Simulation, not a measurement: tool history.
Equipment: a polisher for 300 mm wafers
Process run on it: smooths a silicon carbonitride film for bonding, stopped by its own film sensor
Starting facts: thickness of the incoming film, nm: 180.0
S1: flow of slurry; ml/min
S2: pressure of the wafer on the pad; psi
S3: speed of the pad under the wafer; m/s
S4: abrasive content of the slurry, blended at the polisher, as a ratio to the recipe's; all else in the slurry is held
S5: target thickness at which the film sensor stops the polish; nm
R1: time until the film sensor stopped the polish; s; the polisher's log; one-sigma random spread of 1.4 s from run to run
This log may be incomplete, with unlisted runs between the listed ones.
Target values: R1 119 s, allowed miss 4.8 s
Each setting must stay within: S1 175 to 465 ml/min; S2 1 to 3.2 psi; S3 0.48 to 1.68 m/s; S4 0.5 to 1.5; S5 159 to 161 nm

run	day	S1	S2	S3	S4	S5	R1
1	0	295	2.1	1.08	1	159	70.424
2	0.192	295	1.8	1.06	1	159	80.106
3	0.558	295	1.8	1.06	1	161	75.46
4	0.712	295	1.8	0.9	1	161	83.664
5	0.888	295	1.8	0.9	1	159	90.97
# day 1.171: head pressure recalibrated
6	1.171	295	1.8	1.1	1	159	91.497
7	1.492	295	1.7	1.1	1	159	96.451
8	1.554	295	1.6	1.1	1	159	102
9	1.588	295	1.5	1.1	1	159	107.41

Pick the move, out of 5, that brings all results within their allowed miss; only one does.
A	1.621	240	1.3	1.1	1.1	159	?
B	1.621	340	1.5	1.06	1	159	?
C	1.621	320	1.4	1.04	1.1	160	?
D	1.621	320	1.4	1.22	1	161	?
E	1.621	265	1.4	1.16	1	160	?

move	R1
A	120.13
B	110.68
C	108.09
D	98.377
E	108.32
A: all results in spec
B: moves toward the targets from the last run without getting all of them in spec
C: moves toward the targets from the last run without getting all of them in spec
D: further off than the last run
E: moves toward the targets from the last run without getting all of them in spec
A meets every target.

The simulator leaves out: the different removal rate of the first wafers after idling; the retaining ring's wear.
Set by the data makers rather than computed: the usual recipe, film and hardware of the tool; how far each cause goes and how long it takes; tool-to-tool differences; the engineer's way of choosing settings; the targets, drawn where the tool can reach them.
